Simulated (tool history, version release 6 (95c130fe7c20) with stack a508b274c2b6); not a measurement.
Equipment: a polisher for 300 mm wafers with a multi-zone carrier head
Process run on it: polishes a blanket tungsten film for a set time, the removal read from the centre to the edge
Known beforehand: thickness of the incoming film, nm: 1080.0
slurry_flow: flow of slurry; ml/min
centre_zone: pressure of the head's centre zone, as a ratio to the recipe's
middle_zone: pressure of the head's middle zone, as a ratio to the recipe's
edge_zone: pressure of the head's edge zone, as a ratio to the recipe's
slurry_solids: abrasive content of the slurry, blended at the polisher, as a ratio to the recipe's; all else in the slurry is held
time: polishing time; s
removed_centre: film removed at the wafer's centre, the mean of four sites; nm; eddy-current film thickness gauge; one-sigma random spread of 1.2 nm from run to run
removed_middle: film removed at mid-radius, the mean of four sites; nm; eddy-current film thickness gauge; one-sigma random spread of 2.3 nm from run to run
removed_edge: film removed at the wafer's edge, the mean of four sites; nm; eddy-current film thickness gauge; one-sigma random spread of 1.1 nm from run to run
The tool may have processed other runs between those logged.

| run | hour | slurry_flow | centre_zone | middle_zone | edge_zone | slurry_solids | time | removed_centre | removed_middle | removed_edge |
|---|---|---|---|---|---|---|---|---|---|---|
| 1 | 0 | 245 | 1 | 1 | 1 | 1 | 55 | 243.07 | 243.33 | 244.58 |
| 2 | 7.3 | 245 | 1 | 0.99 | 0.96 | 0.9 | 54 | 231.8 | 229.05 | 232 |
| 3 | 16.1 | 245 | 1.01 | 1 | 0.93 | 0.8 | 52 | 219.35 | 218.07 | 210.62 |
| 4 | 18.7 | 245 | 1.01 | 1.08 | 0.93 | 0.8 | 52 | 218.66 | 228.01 | 209.33 |
| 5 | 21 | 245 | 0.96 | 1.08 | 0.93 | 0.8 | 52 | 208.98 | 225.22 | 210.87 |
| 6 | 23.6 | 235 | 0.97 | 1.05 | 0.9 | 0.75 | 52 | 205.25 | 217.17 | 202.39 |
| 7 | 27.6 | 225 | 0.97 | 1.02 | 0.88 | 0.7 | 52 | 199.98 | 209.82 | 198.26 |

Forecast run 8:
| 8 | 28.4 | 220 | 0.98 | 1 | 0.86 | 0.65 | 52 | ? | ? | ? |

Run 8 measured removed_centre 195.48 nm, removed_middle 201.23 nm, removed_edge 190.42 nm.
